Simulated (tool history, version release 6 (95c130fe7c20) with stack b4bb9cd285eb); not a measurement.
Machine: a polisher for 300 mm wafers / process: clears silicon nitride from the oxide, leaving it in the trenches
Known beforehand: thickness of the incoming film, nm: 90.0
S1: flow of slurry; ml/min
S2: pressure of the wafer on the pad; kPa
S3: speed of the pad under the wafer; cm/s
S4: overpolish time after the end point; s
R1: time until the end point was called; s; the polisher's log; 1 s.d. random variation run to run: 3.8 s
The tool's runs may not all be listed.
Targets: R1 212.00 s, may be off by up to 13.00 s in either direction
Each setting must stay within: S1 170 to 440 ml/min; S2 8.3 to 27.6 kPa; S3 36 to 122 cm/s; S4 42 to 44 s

| run | hour | S1 | S2 | S3 | S4 | R1 |
|---|---|---|---|---|---|---|
| 1 | 0.0 | 280 | 17.9 | 78 | 42 | 120.78 |
| 2 | 9.0 | 280 | 17.9 | 78 | 42 | 125.94 |
| 3 | 10.4 | 280 | 15.2 | 76 | 42 | 149.71 |
| 4 | 15.1 | 280 | 15.2 | 68 | 42 | 161.03 |
| 5 | 19.8 | 280 | 18.6 | 68 | 42 | 132.52 |
| 6 | 26.7 | 280 | 18.6 | 68 | 42 | 130.33 |
| 7 | 33.2 | 280 | 16.5 | 66 | 42 | 147.91 |
| 8 | 37.6 | 280 | 14.5 | 64 | 42 | 176.28 |
| 9 | 44.4 | 280 | 13.8 | 64 | 42 | 181.67 |
| 10 | 51.7 | 280 | 13.1 | 64 | 42 | 196.34 |

Next run, 5 choices. One meets every target within its allowed miss, the rest don't. Which?
| A | 59.0 | 255 | 11.7 | 66 | 43 | ? |
| B | 59.0 | 305 | 15.2 | 62 | 42 | ? |
| C | 59.0 | 320 | 15.2 | 60 | 44 | ? |
| D | 59.0 | 360 | 13.8 | 66 | 42 | ? |
| E | 59.0 | 220 | 12.4 | 76 | 42 | ? |

| move | R1 |
|---|---|
| A | 210.72 |
| B | 171.41 |
| C | 175.58 |
| D | 176.81 |
| E | 178.84 |
A: each result inside its tolerance
B: moves away from the targets compared with the last run
C: moves away from the targets compared with the last run
D: moves away from the targets compared with the last run
E: moves away from the targets compared with the last run
Correct choice: A, which meets every target
